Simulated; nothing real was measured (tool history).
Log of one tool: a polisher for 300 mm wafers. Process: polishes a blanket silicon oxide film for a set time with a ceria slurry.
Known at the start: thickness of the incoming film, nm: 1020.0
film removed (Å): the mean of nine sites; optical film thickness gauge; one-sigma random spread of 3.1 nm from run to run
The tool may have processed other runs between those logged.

run,hour,flow of slurry (ml/min),pressure of the wafer on the pad (psi),speed of the pad under the wafer (cm/s),polishing time (s),film removed (Å)
1,0.0,315,3.6,116,44,2560.0
2,1.0,315,4.1,116,44,2829.8
3,7.6,315,4.5,116,44,3068.7
4,13.8,315,4.5,116,40,2790.3
5,20.5,315,5.1,116,40,3086.1
6,22.5,315,5.7,116,40,3381.5
7,24.9,315,5.7,122,40,3540.2
8,30.0,315,5.7,128,40,3718.9

Expected results for the next run?
9,35.3,315,5.7,132,40,?

film removed (Å): 3801.3

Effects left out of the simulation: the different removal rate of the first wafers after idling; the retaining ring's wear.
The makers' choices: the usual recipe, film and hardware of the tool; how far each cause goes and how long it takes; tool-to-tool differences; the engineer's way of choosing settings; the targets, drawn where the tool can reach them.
